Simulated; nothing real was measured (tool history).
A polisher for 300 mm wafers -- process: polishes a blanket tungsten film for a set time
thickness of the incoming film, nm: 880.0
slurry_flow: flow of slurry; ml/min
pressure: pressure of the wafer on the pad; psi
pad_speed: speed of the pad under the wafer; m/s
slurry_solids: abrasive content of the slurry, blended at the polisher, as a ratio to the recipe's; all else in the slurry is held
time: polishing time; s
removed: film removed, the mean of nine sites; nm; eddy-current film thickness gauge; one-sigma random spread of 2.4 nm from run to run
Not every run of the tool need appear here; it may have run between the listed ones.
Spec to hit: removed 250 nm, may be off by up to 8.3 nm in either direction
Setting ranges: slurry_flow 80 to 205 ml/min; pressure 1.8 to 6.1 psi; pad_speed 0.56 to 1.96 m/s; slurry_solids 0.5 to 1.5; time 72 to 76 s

run	day	slurry_flow	pressure	pad_speed	slurry_solids	time	removed
1	0	135	3.9	1.26	1	72	435.93
2	0.033	130	3.3	1.26	1	72	389.07
3	0.179	130	3.8	1.26	1	72	433.89
4	0.233	130	3.2	1.26	1	72	376.74
5	0.421	130	3.2	1.26	1	72	379.25
6	0.571	130	2.8	1.22	1	72	332.74
7	0.708	130	2.5	1.2	1	72	299.97
8	0.85	130	2.3	1.2	1	72	278.07
9	1.117	130	2.3	1.2	1	72	281.45
10	1.404	130	2.2	1.2	1	72	273.54
11	1.7	130	2.1	1.2	1	72	266.61

Exercise: of the 5 proposed moves below, exactly one satisfies all targets within the stated allowed misses. Which move is it?
A	1.996	120	2.1	1.24	0.95	72	?
B	1.996	130	1.8	1.28	1.25	72	?
C	1.996	130	1.9	1.22	1.05	76	?
D	1.996	85	2	1.28	1.05	74	?
E	1.996	80	2.4	1.36	0.95	76	?

move	removed
A	269.26
B	268.78
C	271.22
D	254.42
E	302.3
A: moves away from the targets compared with the last run
B: moves away from the targets compared with the last run
C: moves away from the targets compared with the last run
D: meets every target
E: moves away from the targets compared with the last run
D is the move that brings every result within its allowed miss.

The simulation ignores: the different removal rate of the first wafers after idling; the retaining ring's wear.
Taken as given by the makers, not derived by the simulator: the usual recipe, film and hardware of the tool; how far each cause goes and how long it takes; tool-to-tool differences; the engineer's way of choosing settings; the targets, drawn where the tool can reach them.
